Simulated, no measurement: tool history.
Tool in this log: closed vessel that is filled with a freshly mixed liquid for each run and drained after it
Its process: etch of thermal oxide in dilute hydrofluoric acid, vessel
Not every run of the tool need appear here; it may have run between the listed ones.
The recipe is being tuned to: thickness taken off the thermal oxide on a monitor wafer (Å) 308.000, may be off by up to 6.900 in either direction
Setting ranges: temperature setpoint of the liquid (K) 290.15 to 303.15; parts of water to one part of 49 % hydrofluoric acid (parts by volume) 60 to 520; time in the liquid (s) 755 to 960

run	hour	temperature setpoint of the liquid (K)	parts of water to one part of 49 % hydrofluoric acid (parts by volume)	time in the liquid (s)	thickness taken off the thermal oxide on a monitor wafer (Å)
1	0.0	295.15	290	960	106.970
2	6.1	297.65	290	960	116.570
3	8.1	297.65	290	960	115.650
4	15.5	297.65	290	755	90.725
5	18.0	298.65	230	790	130.820
# hour 21.9: thermometer replaced
6	21.9	299.65	185	805	191.630
7	30.7	300.65	170	805	222.460
8	36.8	303.15	120	805	367.070

Exactly one of the 5 candidate moves below puts every result within its allowed miss. Which one?
A	42.9	303.15	120	900	?
B	42.9	301.65	135	865	?
C	42.9	302.65	135	840	?
D	42.9	302.15	130	765	?
E	42.9	302.65	115	960	?

move	thickness taken off the thermal oxide on a monitor wafer (Å)
A	413.290
B	327.470
C	329.910
D	308.360
E	454.670
A: its largest miss is bigger than the last run's
B: gains on the last run, yet a result remains outside its allowed miss
C: gains on the last run, yet a result remains outside its allowed miss
D: every result within its allowed miss
E: its largest miss is bigger than the last run's
D is the move that brings every result within its allowed miss.
